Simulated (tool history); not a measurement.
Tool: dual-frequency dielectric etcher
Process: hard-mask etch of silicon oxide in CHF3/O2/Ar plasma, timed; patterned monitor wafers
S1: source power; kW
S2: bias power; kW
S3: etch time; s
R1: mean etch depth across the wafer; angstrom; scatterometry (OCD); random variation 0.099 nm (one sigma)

| run | hour | S1 | S2 | S3 | R1 |
|---|---|---|---|---|---|
| 1 | 0 | 0.64 | 0.214 | 14 | 288.17 |
| 2 | 2.3 | 0.73 | 0.214 | 14 | 310.03 |
| 3 | 9.1 | 0.66 | 0.208 | 14 | 288.8 |
| 4 | 12.2 | 0.66 | 0.185 | 14 | 271.75 |
|  | 18.4 | bias power generator calibrated |
| 5 | 18.4 | 0.66 | 0.185 | 14 | 275.32 |
| 6 | 24.4 | 0.55 | 0.185 | 14 | 254.34 |
| 7 | 32.5 | 0.55 | 0.185 | 14 | 254.93 |

Forecast run 8:
| 8 | 38.3 | 0.52 | 0.184 | 14 | ? |

R1: 247.32 angstrom

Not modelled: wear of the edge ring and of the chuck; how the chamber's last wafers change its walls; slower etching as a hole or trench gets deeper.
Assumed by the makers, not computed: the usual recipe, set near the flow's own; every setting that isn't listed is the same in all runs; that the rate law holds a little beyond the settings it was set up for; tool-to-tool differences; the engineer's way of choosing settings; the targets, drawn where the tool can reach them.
